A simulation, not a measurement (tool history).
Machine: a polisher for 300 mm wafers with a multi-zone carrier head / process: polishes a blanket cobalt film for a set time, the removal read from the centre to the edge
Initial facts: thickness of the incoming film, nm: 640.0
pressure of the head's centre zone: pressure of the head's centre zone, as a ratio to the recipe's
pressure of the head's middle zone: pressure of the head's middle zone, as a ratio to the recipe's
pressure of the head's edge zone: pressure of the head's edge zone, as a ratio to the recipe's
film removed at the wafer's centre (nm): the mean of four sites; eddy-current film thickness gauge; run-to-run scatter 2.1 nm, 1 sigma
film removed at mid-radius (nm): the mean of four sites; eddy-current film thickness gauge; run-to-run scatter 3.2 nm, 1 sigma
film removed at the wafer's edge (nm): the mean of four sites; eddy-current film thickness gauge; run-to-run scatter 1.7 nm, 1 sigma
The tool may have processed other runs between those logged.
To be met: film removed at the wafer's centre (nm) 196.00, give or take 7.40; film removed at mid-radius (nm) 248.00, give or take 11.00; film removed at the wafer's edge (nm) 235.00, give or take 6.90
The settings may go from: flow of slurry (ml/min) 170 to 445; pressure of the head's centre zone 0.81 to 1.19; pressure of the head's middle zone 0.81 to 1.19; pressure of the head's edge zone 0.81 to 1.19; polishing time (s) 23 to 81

run  hour  flow of slurry (ml/min)  pressure of the head's centre zone  pressure of the head's middle zone  pressure of the head's edge zone  polishing time (s)  film removed at the wafer's centre (nm)  film removed at mid-radius (nm)  film removed at the wafer's edge (nm)
  1   0.0                      285                                1.00                                1.00                              1.00                  52                                   171.35                           171.83                                 181.08
  2   4.7                      285                                1.00                                1.00                              1.00                  62                                   202.14                           207.30                                 211.38
  3   6.3                      285                                1.00                                1.00                              0.93                  62                                   206.89                           213.07                                 203.79
  4  12.4                      330                                1.00                                1.00                              0.93                  62                                   208.17                           209.53                                 210.14
  5  14.6                      330                                0.97                                1.00                              0.93                  62                                   205.44                           210.44                                 213.44
  6  19.3                      330                                0.95                                1.02                              0.93                  62                                   195.35                           211.73                                 209.40
  7  21.9                      335                                0.94                                1.04                              0.94                  63                                   196.76                           219.60                                 214.54
  8  28.2                      340                                0.93                                1.05                              0.95                  64                                   199.31                           223.03                                 217.65
  9  33.9                      340                                0.92                                1.06                              0.96                  65                                   201.47                           231.22                                 223.97
 10  41.2                      340                                0.92                                1.06                              0.96                  65                                   202.77                           230.51                                 225.18
     48.1  -- worn pad replaced by a new one
 11  48.1                      340                                0.91                                1.07                              0.97                  65                                   217.80                           261.30                                 244.00
 12  51.5                      340                                0.91                                1.07                              0.97                  65                                   217.86                           250.73                                 246.23
 13  53.9                      335                                0.90                                1.07                              0.96                  65                                   212.20                           251.29                                 242.04

Consider the 4 candidate settings below. Which is the only one whose results all fall within their allowed miss of target?
  A  56.3                      350                                0.86                                0.92                              1.17                  62                                        ?                                ?                                      ?
  B  56.3                      370                                0.81                                1.15                              1.01                  60                                        ?                                ?                                      ?
  C  56.3                      420                                0.86                                1.14                              0.97                  61                                        ?                                ?                                      ?
  D  56.3                      330                                0.95                                1.05                              0.89                  69                                        ?                                ?                                      ?

move  film removed at the wafer's centre (nm)  film removed at mid-radius (nm)  film removed at the wafer's edge (nm)
   A                                   201.16                           219.96                                 254.70
   B                                   184.42                           243.47                                 230.29
   C                                   201.33                           248.60                                 231.68
   D                                   246.20                           262.41                                 248.75
A: the worst result of the last run now meets its target, but another is out of spec
B: pushes the last run's worst result past its target
C: all results in spec
D: lands further from the targets than the last run did
Go with C: it meets all targets.
